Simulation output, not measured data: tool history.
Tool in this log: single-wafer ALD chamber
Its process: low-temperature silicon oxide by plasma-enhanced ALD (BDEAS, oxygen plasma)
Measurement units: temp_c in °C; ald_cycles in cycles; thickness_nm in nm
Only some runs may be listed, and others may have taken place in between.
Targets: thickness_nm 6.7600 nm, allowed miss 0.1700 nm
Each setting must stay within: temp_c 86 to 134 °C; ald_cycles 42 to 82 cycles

| run | hour | temp_c | ald_cycles | thickness_nm |
|---|---|---|---|---|
| 1 | 0.0 | 110 | 62 | 8.5618 |
| 2 | 5.6 | 110 | 60 | 8.3368 |
| 3 | 10.6 | 100 | 60 | 8.4840 |
| 4 | 19.3 | 100 | 67 | 9.4997 |
| 5 | 24.6 | 101 | 65 | 9.1490 |
| 6 | 32.3 | 101 | 57 | 8.0079 |
| 7 | 36.6 | 101 | 56 | 7.9459 |
| 8 | 42.4 | 101 | 55 | 7.7274 |
| 9 | 49.2 | 103 | 46 | 6.4505 |

Consider the 4 candidate settings below. Which is the only one whose results all fall within their allowed miss of target?
| A | 56.0 | 94 | 47 | ? |
| B | 56.0 | 101 | 45 | ? |
| C | 56.0 | 109 | 45 | ? |
| D | 56.0 | 99 | 45 | ? |

| move | thickness_nm |
|---|---|
| A | 6.8440 |
| B | 6.3695 |
| C | 6.2617 |
| D | 6.4219 |
A: every result within its allowed miss
B: further off than the last run
C: further off than the last run
D: further off than the last run
A meets every target.
